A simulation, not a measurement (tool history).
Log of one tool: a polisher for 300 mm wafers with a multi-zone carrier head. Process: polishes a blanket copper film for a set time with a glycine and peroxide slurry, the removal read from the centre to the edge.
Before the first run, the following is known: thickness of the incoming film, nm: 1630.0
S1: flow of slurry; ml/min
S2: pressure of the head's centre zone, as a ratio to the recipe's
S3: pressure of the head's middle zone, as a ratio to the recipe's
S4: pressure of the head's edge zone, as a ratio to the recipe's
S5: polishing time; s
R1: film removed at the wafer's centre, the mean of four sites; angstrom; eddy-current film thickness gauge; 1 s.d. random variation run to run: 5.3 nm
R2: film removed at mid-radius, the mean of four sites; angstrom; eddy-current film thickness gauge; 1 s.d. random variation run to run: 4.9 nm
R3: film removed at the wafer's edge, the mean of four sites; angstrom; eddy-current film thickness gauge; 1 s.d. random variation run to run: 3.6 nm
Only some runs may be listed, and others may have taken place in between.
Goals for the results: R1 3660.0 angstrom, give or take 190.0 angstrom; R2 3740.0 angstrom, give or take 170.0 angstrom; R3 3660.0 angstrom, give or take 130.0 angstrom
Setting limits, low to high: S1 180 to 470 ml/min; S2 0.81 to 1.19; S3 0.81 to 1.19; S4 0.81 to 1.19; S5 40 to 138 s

run  hour   S1    S2    S3    S4  S5      R1      R2      R3
  1   0.0  300  1.00  1.00  1.00  88  4824.6  4734.9  4940.4
  2   1.5  300  0.99  1.00  0.97  81  4376.6  4373.2  4436.2
  3   4.4  300  1.07  1.00  0.97  81  4797.2  4363.9  4387.5
  4   7.8  295  1.03  0.99  0.94  77  4361.9  4171.7  4092.0
  5   8.7  295  1.03  0.99  0.86  77  4483.8  4157.4  3933.8
  6  12.7  290  0.99  0.98  0.86  75  4055.2  3996.6  3846.1
  7  21.3  285  0.97  0.97  0.85  74  4037.7  3906.8  3790.4
  8  25.1  280  0.89  0.98  0.87  69  3461.0  3665.6  3550.9
  9  33.7  285  0.90  0.98  0.88  69  3467.6  3731.1  3604.5
 10  35.0  285  0.91  0.98  0.88  69  3452.3  3677.3  3557.0

Exercise: of the 4 proposed moves below, exactly one satisfies all targets within the stated allowed misses. Which move is it?
  A  36.3  235  0.95  1.00  0.88  72   ?   ?   ?
  B  36.3  325  1.00  1.03  0.81  67   ?   ?   ?
  C  36.3  210  0.86  1.03  0.89  68   ?   ?   ?
  D  36.3  325  0.87  0.99  0.93  64   ?   ?   ?

move      R1      R2      R3
   A  3657.4  3791.5  3666.7
   B  3721.5  3740.9  3372.2
   C  3075.3  3621.0  3442.5
   D  3088.3  3457.5  3430.1
A: every result lands within tolerance
B: the worst result of the last run now meets its target, but another is out of spec
C: moves away from the targets compared with the last run
D: moves away from the targets compared with the last run
Answer: A
